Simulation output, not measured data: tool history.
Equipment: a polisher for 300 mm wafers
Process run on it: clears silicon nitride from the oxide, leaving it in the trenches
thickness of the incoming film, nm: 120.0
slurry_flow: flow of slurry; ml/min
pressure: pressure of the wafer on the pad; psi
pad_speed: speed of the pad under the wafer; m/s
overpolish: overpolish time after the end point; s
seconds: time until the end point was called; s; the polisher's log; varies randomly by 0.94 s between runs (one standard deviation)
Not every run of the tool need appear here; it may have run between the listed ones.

run,day,slurry_flow,pressure,pad_speed,overpolish,seconds
1,0,270,3.3,1.1,21,85.775
2,0.208,270,3.5,1.1,21,83.763
3,0.267,270,3.7,1.1,21,76.825
4,0.354,270,3.1,1.1,21,92.931
5,0.7,245,3.1,1.1,21,89.467
6,1.071,245,3.1,1.1,21,92.241

Predict the results of run 7:
7,1.212,245,3.3,1.1,21,?

seconds: 86.363 s

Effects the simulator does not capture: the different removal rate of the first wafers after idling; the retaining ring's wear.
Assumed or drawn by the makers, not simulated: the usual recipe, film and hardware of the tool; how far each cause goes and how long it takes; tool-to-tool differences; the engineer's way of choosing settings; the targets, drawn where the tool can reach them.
